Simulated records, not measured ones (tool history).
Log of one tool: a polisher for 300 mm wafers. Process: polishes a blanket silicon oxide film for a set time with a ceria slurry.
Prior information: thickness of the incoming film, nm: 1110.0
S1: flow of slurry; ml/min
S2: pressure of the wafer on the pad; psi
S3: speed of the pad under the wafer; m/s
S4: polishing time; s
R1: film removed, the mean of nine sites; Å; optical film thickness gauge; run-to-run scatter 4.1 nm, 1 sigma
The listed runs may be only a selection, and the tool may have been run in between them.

run 1 day=0.000 | S1=305 S2=4.2 S3=1.14 S4=78 | R1=5532.0
run 2 day=0.246 | S1=305 S2=4.0 S3=1.14 S4=78 | R1=5311.2
run 3 day=0.279 | S1=305 S2=3.8 S3=1.14 S4=78 | R1=5167.6
run 4 day=0.408 | S1=305 S2=4.8 S3=1.14 S4=78 | R1=6072.2
run 5 day=0.583 | S1=305 S2=4.3 S3=1.14 S4=78 | R1=5640.8
run 6 day=0.858 | S1=305 S2=4.3 S3=1.14 S4=78 | R1=5636.0
run 7 day=1.183 | S1=305 S2=4.0 S3=1.14 S4=78 | R1=5387.2
run 8 day=1.379 | S1=305 S2=3.7 S3=1.14 S4=78 | R1=5067.2
run 9 day=1.633 | S1=305 S2=3.5 S3=1.14 S4=78 | R1=4903.2

Predict the results of run 10:
run 10 day=1.896 | S1=305 S2=3.3 S3=1.14 S4=78 | R1=?

R1: 4640.6 Å
